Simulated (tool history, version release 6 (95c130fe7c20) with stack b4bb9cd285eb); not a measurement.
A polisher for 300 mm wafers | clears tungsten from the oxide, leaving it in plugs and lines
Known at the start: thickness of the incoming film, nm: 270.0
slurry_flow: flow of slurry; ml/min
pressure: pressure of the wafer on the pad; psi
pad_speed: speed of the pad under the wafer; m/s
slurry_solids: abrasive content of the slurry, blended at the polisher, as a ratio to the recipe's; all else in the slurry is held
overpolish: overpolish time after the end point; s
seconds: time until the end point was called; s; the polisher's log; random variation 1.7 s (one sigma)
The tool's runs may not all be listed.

run	day	slurry_flow	pressure	pad_speed	slurry_solids	overpolish	seconds
1	0	140	3.3	1.24	1	5	71.604
2	0.317	140	4	1.24	1	5	59.037
3	0.617	115	4	1.24	1	5	61.964
4	0.879	95	4	1.24	1	5	66.194
5	1.021	95	4	1.24	1	3	66.342
6	1.275	95	4	1.42	1	3	58.14
7	1.562	95	3.6	1.4	1	3	64.922
8	1.683	95	3.2	1.38	1	3	73.077
9	1.721	95	2.9	1.36	1	3	81.635
10	1.904	95	2.7	1.36	1	3	88.598
11	1.942	95	2.5	1.36	1	3	95.508
12	2.204	95	2.4	1.36	1	3	97.736

The next listed run, before its measurement:
13	2.492	95	2.3	1.36	1	3	?

seconds: 103.83 s
